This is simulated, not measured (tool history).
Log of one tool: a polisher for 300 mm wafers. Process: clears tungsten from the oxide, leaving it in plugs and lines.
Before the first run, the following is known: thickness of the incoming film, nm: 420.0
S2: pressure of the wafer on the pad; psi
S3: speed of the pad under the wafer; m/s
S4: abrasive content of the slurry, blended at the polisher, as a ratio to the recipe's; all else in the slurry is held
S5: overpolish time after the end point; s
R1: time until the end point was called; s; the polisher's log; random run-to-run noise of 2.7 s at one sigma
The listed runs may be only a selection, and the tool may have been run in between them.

Run 1, hour 0: flow of slurry (ml/min) 295, S2 3.7 psi, S3 1.04 m/s, S4 1, S5 42 s. Result: R1 78.481 s.
Run 2, hour 3.3: flow of slurry (ml/min) 295, S2 3.2 psi, S3 1 m/s, S4 1, S5 42 s. Result: R1 87.624 s.
Run 3, hour 8.8: flow of slurry (ml/min) 295, S2 3.7 psi, S3 1 m/s, S4 1, S5 42 s. Result: R1 78.569 s.
Run 4, hour 13.5: flow of slurry (ml/min) 330, S2 3.7 psi, S3 1 m/s, S4 1, S5 42 s. Result: R1 78.887 s.
Run 5, hour 19.3: flow of slurry (ml/min) 330, S2 3.7 psi, S3 1 m/s, S4 0.9, S5 42 s. Result: R1 79.265 s.
Run 6, hour 24: flow of slurry (ml/min) 330, S2 3.7 psi, S3 1 m/s, S4 0.9, S5 42 s. Result: R1 78.693 s.
Run 7, hour 30.9: flow of slurry (ml/min) 325, S2 2.7 psi, S3 0.84 m/s, S4 0.9, S5 42 s. Result: R1 119.5 s.

Forecast run 8:
Run 8, hour 31.9: flow of slurry (ml/min) 325, S2 2.5 psi, S3 0.84 m/s, S4 0.9, S5 42 s. Result: R1 ?.

{"run 8": {"R1": 128.94}}
